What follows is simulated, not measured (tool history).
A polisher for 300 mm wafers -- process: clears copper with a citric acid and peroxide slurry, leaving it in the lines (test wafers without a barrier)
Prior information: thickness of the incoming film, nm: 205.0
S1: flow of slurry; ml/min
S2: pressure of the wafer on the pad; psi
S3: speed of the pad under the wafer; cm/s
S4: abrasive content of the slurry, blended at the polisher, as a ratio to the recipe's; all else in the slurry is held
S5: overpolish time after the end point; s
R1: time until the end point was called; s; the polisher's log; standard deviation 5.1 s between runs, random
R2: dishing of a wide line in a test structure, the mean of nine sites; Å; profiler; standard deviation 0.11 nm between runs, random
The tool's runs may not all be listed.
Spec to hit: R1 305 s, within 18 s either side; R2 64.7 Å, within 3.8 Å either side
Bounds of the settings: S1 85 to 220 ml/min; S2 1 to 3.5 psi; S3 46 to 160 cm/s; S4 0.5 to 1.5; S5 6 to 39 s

| run | day | S1 | S2 | S3 | S4 | S5 | R1 | R2 |
|---|---|---|---|---|---|---|---|---|
| 1 | 0 | 140 | 2.2 | 102 | 1 | 20 | 109.87 | 215.99 |
| 2 | 0.188 | 140 | 2.2 | 114 | 1 | 20 | 102.55 | 226.25 |
| 3 | 0.446 | 140 | 2.2 | 114 | 1 | 16 | 103.35 | 189.52 |
| 4 | 0.567 | 140 | 2.2 | 114 | 1.15 | 16 | 97.97 | 199.61 |
| 5 | 0.675 | 140 | 2.2 | 114 | 1 | 16 | 102.48 | 185.53 |
| 6 | 1 | 135 | 1.9 | 96 | 0.95 | 15 | 136.28 | 138.1 |
| 7 | 1.308 | 130 | 1.7 | 82 | 0.95 | 15 | 173.14 | 109.64 |
| 8 | 1.675 | 125 | 1.5 | 76 | 0.95 | 15 | 208.29 | 94.034 |
| 9 | 1.775 | 120 | 1.4 | 74 | 0.95 | 15 | 225.2 | 86.574 |
| 10 | 1.925 | 115 | 1.3 | 72 | 0.95 | 15 | 248.51 | 81.652 |

4 candidate next runs follow, results not yet known. Just one meets every target within its allowed miss. Identify it.
| A | 2.075 | 115 | 1.5 | 84 | 1.15 | 15 | ? | ? |
| B | 2.075 | 115 | 1.7 | 82 | 0.9 | 15 | ? | ? |
| C | 2.075 | 105 | 1 | 74 | 1.35 | 25 | ? | ? |
| D | 2.075 | 110 | 1.5 | 46 | 0.95 | 15 | ? | ? |

| move | R1 | R2 |
|---|---|---|
| A | 183.91 | 103.24 |
| B | 177.4 | 107.06 |
| C | 282.16 | 110.11 |
| D | 306.01 | 64.147 |
A: misses by more than the last run did
B: misses by more than the last run did
C: misses by more than the last run did
D: every result within its allowed miss
Answer: D
